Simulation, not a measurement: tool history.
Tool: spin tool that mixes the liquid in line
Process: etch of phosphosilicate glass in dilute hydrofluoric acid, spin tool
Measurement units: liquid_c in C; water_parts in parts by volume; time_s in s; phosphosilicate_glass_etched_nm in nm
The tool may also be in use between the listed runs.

run	hour	liquid_c	water_parts	time_s	phosphosilicate_glass_etched_nm
1	0.0	26	85	45	78.653
2	1.5	26	75	45	90.820
3	7.9	26	75	50	101.740
4	10.8	26	75	50	101.160
5	19.7	26	75	45	91.820
6	24.1	24	75	45	83.535
7	32.6	24	75	45	84.634
8	41.0	23	80	45	75.232
9	47.1	22	85	45	67.826

Predict the results of run 10:
10	51.7	21	90	45	?

{"run 10": {"phosphosilicate_glass_etched_nm": 60.847}}
